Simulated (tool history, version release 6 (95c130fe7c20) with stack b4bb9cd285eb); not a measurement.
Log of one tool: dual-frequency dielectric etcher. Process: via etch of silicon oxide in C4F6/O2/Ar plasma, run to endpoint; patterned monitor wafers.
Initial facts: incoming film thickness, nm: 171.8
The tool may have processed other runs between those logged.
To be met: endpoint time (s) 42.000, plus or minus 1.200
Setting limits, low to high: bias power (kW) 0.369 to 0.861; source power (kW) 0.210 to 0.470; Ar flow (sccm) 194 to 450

| run | hour | bias power (kW) | source power (kW) | Ar flow (sccm) | endpoint time (s) |
|---|---|---|---|---|---|
| 1 | 0.0 | 0.615 | 0.340 | 322 | 35.421 |
| 2 | 1.8 | 0.661 | 0.340 | 322 | 34.749 |
| 3 | 4.9 | 0.661 | 0.390 | 322 | 32.680 |
| 4 | 8.6 | 0.661 | 0.350 | 322 | 34.240 |
| 5 | 16.2 | 0.661 | 0.330 | 322 | 34.710 |
| 6 | 23.9 | 0.566 | 0.330 | 322 | 36.920 |
| 7 | 29.8 | 0.566 | 0.330 | 322 | 36.976 |
| 8 | 30.8 | 0.527 | 0.320 | 325 | 38.253 |
| 9 | 35.0 | 0.497 | 0.310 | 327 | 39.586 |
| 10 | 43.1 | 0.479 | 0.310 | 328 | 39.425 |

Consider the 5 candidate settings below. Which is the only one whose results all fall within their allowed miss of target?
| A | 51.2 | 0.465 | 0.390 | 242 | ? |
| B | 51.2 | 0.543 | 0.310 | 333 | ? |
| C | 51.2 | 0.628 | 0.320 | 288 | ? |
| D | 51.2 | 0.398 | 0.340 | 394 | ? |
| E | 51.2 | 0.542 | 0.330 | 365 | ? |

| move | endpoint time (s) |
|---|---|
| A | 34.856 |
| B | 38.677 |
| C | 35.559 |
| D | 41.832 |
| E | 38.159 |
A: lands further from the targets than the last run did
B: lands further from the targets than the last run did
C: lands further from the targets than the last run did
D: all results land within tolerance of their targets
E: lands further from the targets than the last run did
The right move is D.
